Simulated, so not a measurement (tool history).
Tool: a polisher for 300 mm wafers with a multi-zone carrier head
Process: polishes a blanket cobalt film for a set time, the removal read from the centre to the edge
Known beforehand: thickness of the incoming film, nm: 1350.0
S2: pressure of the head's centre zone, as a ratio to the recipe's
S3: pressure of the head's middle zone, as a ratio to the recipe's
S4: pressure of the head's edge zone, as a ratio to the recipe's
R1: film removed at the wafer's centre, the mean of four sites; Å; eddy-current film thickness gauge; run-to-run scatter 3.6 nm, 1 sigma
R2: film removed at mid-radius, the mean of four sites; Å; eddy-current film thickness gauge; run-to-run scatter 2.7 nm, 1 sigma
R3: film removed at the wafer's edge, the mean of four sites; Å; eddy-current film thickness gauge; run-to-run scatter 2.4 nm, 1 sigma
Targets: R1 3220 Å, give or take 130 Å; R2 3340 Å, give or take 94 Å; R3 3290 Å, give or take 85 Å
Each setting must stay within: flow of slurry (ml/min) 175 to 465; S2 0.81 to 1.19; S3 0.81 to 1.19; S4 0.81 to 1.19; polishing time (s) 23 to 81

run 1 hour=0 | flow_of_slurry_(ml/min)=295 S2=1 S3=1 S4=1 polishing_time_(s)=52 | R1=3043 R2=2948.4 R3=2956.3
run 2 hour=1.8 | flow_of_slurry_(ml/min)=300 S2=1 S3=1.01 S4=1.01 polishing_time_(s)=52 | R1=3038 R2=2897.3 R3=3019
run 3 hour=8.8 | flow_of_slurry_(ml/min)=300 S2=1 S3=1.01 S4=1.05 polishing_time_(s)=52 | R1=3031.6 R2=2918.1 R3=3045.8
run 4 hour=10.7 | flow_of_slurry_(ml/min)=300 S2=1.08 S3=1.01 S4=1.05 polishing_time_(s)=52 | R1=3269.2 R2=2919.6 R3=3042.5
run 5 hour=11.3 | flow_of_slurry_(ml/min)=350 S2=1.08 S3=1.01 S4=1.05 polishing_time_(s)=52 | R1=3332 R2=2948.7 R3=3056.6
run 6 hour=19.5 | flow_of_slurry_(ml/min)=350 S2=1.08 S3=1.05 S4=1.05 polishing_time_(s)=52 | R1=3281.6 R2=3035.3 R3=3062.5
run 7 hour=22.1 | flow_of_slurry_(ml/min)=350 S2=1.08 S3=1.06 S4=1.06 polishing_time_(s)=52 | R1=3287.4 R2=3084.5 R3=3025.8
run 8 hour=23.6 | flow_of_slurry_(ml/min)=350 S2=1.08 S3=1.06 S4=1.06 polishing_time_(s)=52 | R1=3351.8 R2=3087.6 R3=3091.7
run 9 hour=29.6 | flow_of_slurry_(ml/min)=350 S2=1.07 S3=1.07 S4=1.07 polishing_time_(s)=52 | R1=3311.6 R2=3149.1 R3=3084.3
run 10 hour=34.6 | flow_of_slurry_(ml/min)=350 S2=1.07 S3=1.07 S4=1.07 polishing_time_(s)=52 | R1=3306.7 R2=3115.5 R3=3069.8

Which one of the following 4 next-run settings gets every result inside its allowed miss? There is exactly one.
run A hour=39.6 | flow_of_slurry_(ml/min)=430 S2=0.99 S3=1.09 S4=1.08 polishing_time_(s)=54 | R1=? R2=? R3=?
run B hour=39.6 | flow_of_slurry_(ml/min)=310 S2=1.16 S3=1.13 S4=1.08 polishing_time_(s)=45 | R1=? R2=? R3=?
run C hour=39.6 | flow_of_slurry_(ml/min)=300 S2=1.12 S3=0.96 S4=1.02 polishing_time_(s)=53 | R1=? R2=? R3=?
run D hour=39.6 | flow_of_slurry_(ml/min)=395 S2=1.19 S3=1.09 S4=1 polishing_time_(s)=48 | R1=? R2=? R3=?

move=A R1=3215.2 R2=3331.3 R3=3283.5
move=B R1=3058 R2=2789.8 R3=2682.4
move=C R1=3461.3 R2=2853.4 R3=3071.3
move=D R1=3417.7 R2=2941.2 R3=2797.5
A: in spec on every target
B: further off than the last run
C: further off than the last run
D: further off than the last run
Answer: A

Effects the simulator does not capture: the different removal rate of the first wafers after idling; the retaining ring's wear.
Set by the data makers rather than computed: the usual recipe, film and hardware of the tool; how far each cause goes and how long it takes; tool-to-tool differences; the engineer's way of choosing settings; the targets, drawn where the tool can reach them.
